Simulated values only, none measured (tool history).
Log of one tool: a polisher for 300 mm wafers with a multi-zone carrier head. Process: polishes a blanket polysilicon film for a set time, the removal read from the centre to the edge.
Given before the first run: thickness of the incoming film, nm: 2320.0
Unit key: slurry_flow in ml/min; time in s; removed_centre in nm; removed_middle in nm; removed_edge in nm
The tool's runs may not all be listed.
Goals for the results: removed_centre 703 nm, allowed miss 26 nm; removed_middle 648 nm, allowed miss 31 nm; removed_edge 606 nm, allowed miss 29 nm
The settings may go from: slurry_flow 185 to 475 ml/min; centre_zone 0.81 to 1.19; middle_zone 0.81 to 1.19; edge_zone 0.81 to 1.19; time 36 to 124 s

{"run": 1, "hour": 0.0, "slurry_flow": 305, "centre_zone": 1, "middle_zone": 1, "edge_zone": 1, "time": 79, "removed_centre": 969.86, "removed_middle": 960.63, "removed_edge": 991.34}
{"run": 2, "hour": 5.0, "slurry_flow": 235, "centre_zone": 1, "middle_zone": 1, "edge_zone": 1, "time": 79, "removed_centre": 927.02, "removed_middle": 905.85, "removed_edge": 971.31}
{"run": 3, "hour": 9.0, "slurry_flow": 235, "centre_zone": 0.94, "middle_zone": 1, "edge_zone": 1, "time": 79, "removed_centre": 882.52, "removed_middle": 911.3, "removed_edge": 953.05}
{"run": 4, "hour": 15.2, "slurry_flow": 250, "centre_zone": 0.96, "middle_zone": 1, "edge_zone": 0.98, "time": 75, "removed_centre": 849.98, "removed_middle": 865.1, "removed_edge": 925.23}
{"run": 5, "hour": 21.8, "slurry_flow": 250, "centre_zone": 0.96, "middle_zone": 1, "edge_zone": 1.06, "time": 75, "removed_centre": 872.94, "removed_middle": 905.97, "removed_edge": 966.49}
{"run": 6, "hour": 29.0, "slurry_flow": 250, "centre_zone": 0.96, "middle_zone": 1, "edge_zone": 1, "time": 75, "removed_centre": 861.48, "removed_middle": 890.58, "removed_edge": 923.16}
{"run": 7, "hour": 38.0, "slurry_flow": 265, "centre_zone": 0.98, "middle_zone": 1, "edge_zone": 0.98, "time": 71, "removed_centre": 830.7, "removed_middle": 864.94, "removed_edge": 863.93}
{"run": 8, "hour": 43.1, "slurry_flow": 270, "centre_zone": 1, "middle_zone": 0.99, "edge_zone": 0.97, "time": 69, "removed_centre": 820.27, "removed_middle": 806.75, "removed_edge": 845.32}
{"run": 9, "hour": 50.3, "slurry_flow": 280, "centre_zone": 1.01, "middle_zone": 0.99, "edge_zone": 0.96, "time": 67, "removed_centre": 815.58, "removed_middle": 786.13, "removed_edge": 813.94}
{"run": 10, "hour": 53.9, "slurry_flow": 290, "centre_zone": 1.02, "middle_zone": 0.99, "edge_zone": 0.95, "time": 65, "removed_centre": 800.44, "removed_middle": 777.66, "removed_edge": 795.76}
{"run": 11, "hour": 55.2, "slurry_flow": 295, "centre_zone": 1.03, "middle_zone": 0.99, "edge_zone": 0.94, "time": 63, "removed_centre": 798.88, "removed_middle": 751.41, "removed_edge": 761.98}
{"run": 12, "hour": 56.3, "slurry_flow": 300, "centre_zone": 1.03, "middle_zone": 0.99, "edge_zone": 0.93, "time": 62, "removed_centre": 767.84, "removed_middle": 716.22, "removed_edge": 753.63}
{"run": 13, "hour": 60.0, "slurry_flow": 300, "centre_zone": 1.03, "middle_zone": 0.99, "edge_zone": 0.93, "time": 62, "removed_centre": 766.04, "removed_middle": 712.98, "removed_edge": 728.31}
{"run": 14, "hour": 63.9, "slurry_flow": 305, "centre_zone": 1.03, "middle_zone": 1, "edge_zone": 0.92, "time": 61, "removed_centre": 769.06, "removed_middle": 738.62, "removed_edge": 751.28}
{"run": 15, "hour": 69.7, "slurry_flow": 320, "centre_zone": 1.04, "middle_zone": 1, "edge_zone": 0.91, "time": 59, "removed_centre": 759.92, "removed_middle": 707.94, "removed_edge": 694.16}

Consider the 4 candidate settings below. Which is the only one whose results all fall within their allowed miss of target?
{"run": "A", "hour": 75.5, "slurry_flow": 370, "centre_zone": 1.09, "middle_zone": 1.03, "edge_zone": 0.85, "time": 52, "removed_centre": "?", "removed_middle": "?", "removed_edge": "?"}
{"run": "B", "hour": 75.5, "slurry_flow": 475, "centre_zone": 1.15, "middle_zone": 1.11, "edge_zone": 0.81, "time": 46, "removed_centre": "?", "removed_middle": "?", "removed_edge": "?"}
{"run": "C", "hour": 75.5, "slurry_flow": 260, "centre_zone": 1.02, "middle_zone": 0.81, "edge_zone": 0.94, "time": 69, "removed_centre": "?", "removed_middle": "?", "removed_edge": "?"}
{"run": "D", "hour": 75.5, "slurry_flow": 250, "centre_zone": 0.97, "middle_zone": 0.84, "edge_zone": 1.03, "time": 61, "removed_centre": "?", "removed_middle": "?", "removed_edge": "?"}

move=A removed_centre=697 removed_middle=659.59 removed_edge=604.29
move=B removed_centre=662.18 removed_middle=631.33 removed_edge=528.97
move=C removed_centre=839.43 removed_middle=698.67 removed_edge=825.71
move=D removed_centre=703.13 removed_middle=634.37 removed_edge=760.56
A: meets every target
B: takes the result that was furthest off past its target
C: further off than the last run
D: further off than the last run
A meets every target.
